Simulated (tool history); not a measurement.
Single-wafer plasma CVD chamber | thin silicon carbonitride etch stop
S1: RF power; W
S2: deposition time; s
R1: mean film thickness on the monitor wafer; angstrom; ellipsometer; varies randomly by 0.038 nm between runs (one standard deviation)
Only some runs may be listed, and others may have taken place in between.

{"run": 1, "hour": 0.0, "S1": 205, "S2": 17.7, "R1": 90.904}
{"run": 2, "hour": 5.2, "S1": 175, "S2": 17.7, "R1": 86.971}
{"run": 3, "hour": 13.0, "S1": 170, "S2": 17.3, "R1": 85.779}
{"run": 4, "hour": 15.6, "S1": 170, "S2": 15.5, "R1": 76.078}
{"run": 5, "hour": 24.1, "S1": 170, "S2": 13.1, "R1": 64.253}
{"run": 6, "hour": 26.7, "S1": 175, "S2": 13.2, "R1": 65.182}
{"run": 7, "hour": 32.3, "S1": 180, "S2": 13.3, "R1": 65.496}
{"run": 8, "hour": 35.8, "S1": 180, "S2": 13.3, "R1": 65.194}

For run 9, what comes out?
{"run": 9, "hour": 39.9, "S1": 180, "S2": 13.4, "R1": "?"}

{"run 9": {"R1": 66.784}}

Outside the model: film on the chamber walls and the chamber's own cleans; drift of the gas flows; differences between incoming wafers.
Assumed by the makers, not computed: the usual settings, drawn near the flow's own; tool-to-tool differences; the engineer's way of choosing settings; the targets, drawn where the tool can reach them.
